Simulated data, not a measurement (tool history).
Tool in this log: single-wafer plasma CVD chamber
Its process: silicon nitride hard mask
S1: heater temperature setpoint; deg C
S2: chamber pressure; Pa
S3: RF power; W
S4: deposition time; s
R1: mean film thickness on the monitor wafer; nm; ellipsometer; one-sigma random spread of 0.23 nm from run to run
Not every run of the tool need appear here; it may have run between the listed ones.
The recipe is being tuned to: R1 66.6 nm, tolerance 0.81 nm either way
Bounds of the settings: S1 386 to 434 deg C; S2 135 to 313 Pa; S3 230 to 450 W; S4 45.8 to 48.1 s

run	hour	S1	S2	S3	S4	R1
1	0	410	224	340	48.1	56.328
2	8.7	410	247	350	48.1	58.554
3	13.5	410	216	350	48.1	56.749
4	20.8	410	240	360	48.1	59.281
5	27.2	418	240	360	48.1	58.741
6	35.9	418	276	360	48.1	60.866
7	40	417	287	370	48.1	62.427
8	41.8	417	287	370	48.1	62.231
9	43.3	417	313	395	48.1	65.783

Exercise: of the 4 proposed moves below, exactly one satisfies all targets within the stated allowed misses. Which move is it?
A	44.8	410	313	405	46.3	?
B	44.8	416	303	400	47.2	?
C	44.8	415	313	415	47.6	?
D	44.8	419	313	395	47.8	?

move	R1
A	64.208
B	64.386
C	66.714
D	65.208
A: lands further from the targets than the last run did
B: lands further from the targets than the last run did
C: each result inside its tolerance
D: lands further from the targets than the last run did
C meets every target.
